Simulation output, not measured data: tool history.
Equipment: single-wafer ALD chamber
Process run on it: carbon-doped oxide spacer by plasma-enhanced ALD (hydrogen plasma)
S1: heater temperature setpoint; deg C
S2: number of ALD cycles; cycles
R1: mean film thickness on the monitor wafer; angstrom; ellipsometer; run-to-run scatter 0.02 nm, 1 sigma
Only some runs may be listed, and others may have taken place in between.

| run | hour | S1 | S2 | R1 |
|---|---|---|---|---|
| 1 | 0 | 420 | 245 | 115.92 |
| 2 | 5.2 | 424 | 238 | 111.07 |
| 3 | 5.9 | 427 | 234 | 107.31 |
| 4 | 9.9 | 427 | 253 | 116.66 |
| 5 | 13.7 | 421 | 253 | 119.49 |
| 6 | 18.3 | 427 | 253 | 116.66 |

What does the tool deliver on the next run?
| 7 | 19 | 439 | 219 | ? |

Run 7 produced R1 96.437 angstrom.

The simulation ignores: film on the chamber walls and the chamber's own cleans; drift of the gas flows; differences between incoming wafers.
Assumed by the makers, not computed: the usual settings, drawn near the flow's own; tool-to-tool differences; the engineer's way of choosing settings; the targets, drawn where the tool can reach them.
